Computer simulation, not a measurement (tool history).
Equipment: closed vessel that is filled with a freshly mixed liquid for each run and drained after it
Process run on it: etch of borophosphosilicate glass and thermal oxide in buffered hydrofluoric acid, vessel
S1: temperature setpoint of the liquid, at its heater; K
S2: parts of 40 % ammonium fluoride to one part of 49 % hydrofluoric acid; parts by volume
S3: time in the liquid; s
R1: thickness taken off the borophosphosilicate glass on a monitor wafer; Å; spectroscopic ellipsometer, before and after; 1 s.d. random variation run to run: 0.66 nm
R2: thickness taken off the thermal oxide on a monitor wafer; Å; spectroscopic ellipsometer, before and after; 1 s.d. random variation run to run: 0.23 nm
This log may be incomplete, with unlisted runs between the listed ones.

| run | hour | S1 | S2 | S3 | R1 | R2 |
|---|---|---|---|---|---|---|
| 1 | 0.0 | 297.15 | 14.0 | 60 | 1209.8 | 465.21 |
| 2 | 1.0 | 296.65 | 14.0 | 60 | 1179.0 | 457.99 |
| 3 | 4.6 | 296.15 | 14.0 | 60 | 1142.4 | 441.91 |
| 4 | 8.6 | 296.15 | 11.5 | 60 | 1370.6 | 533.44 |
| 5 | 11.7 | 295.15 | 11.5 | 60 | 1315.7 | 507.29 |
| 6 | 16.8 | 294.65 | 11.5 | 60 | 1290.6 | 488.29 |
| 7 | 24.9 | 294.15 | 12.0 | 60 | 1197.9 | 463.58 |
| 8 | 33.3 | 293.65 | 12.0 | 60 | 1163.6 | 447.24 |

The next listed run, before its measurement:
| 9 | 36.3 | 293.15 | 12.0 | 60 | ? | ? |

R1: 1130.0 Å
R2: 436.96 Å
